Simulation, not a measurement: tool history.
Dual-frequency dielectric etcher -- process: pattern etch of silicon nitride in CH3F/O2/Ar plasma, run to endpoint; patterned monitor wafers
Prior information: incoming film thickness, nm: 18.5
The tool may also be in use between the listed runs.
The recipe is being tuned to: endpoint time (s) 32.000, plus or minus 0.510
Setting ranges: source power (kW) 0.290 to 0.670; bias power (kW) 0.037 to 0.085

run,hour,source power (kW),bias power (kW),endpoint time (s)
1,0.0,0.480,0.061,25.441
2,2.5,0.480,0.068,24.754
3,5.2,0.410,0.060,27.497
4,10.5,0.460,0.060,26.079
5,15.6,0.400,0.057,28.067
6,22.3,0.400,0.065,26.945
7,29.9,0.360,0.060,29.133
8,31.1,0.340,0.059,30.239
9,33.6,0.320,0.059,30.728
10,38.9,0.310,0.059,31.345

Exactly one of the 4 candidate moves below puts every result within its allowed miss. Which one?
A,44.2,0.290,0.053,?
B,44.2,0.340,0.046,?
C,44.2,0.310,0.063,?
D,44.2,0.320,0.060,?

move,endpoint time (s)
A,32.871
B,31.778
C,30.320
D,30.324
A: moves the result that the last run missed by most past its target, out the other side
B: all results land within tolerance of their targets
C: lands further from the targets than the last run did
D: lands further from the targets than the last run did
B meets every target.
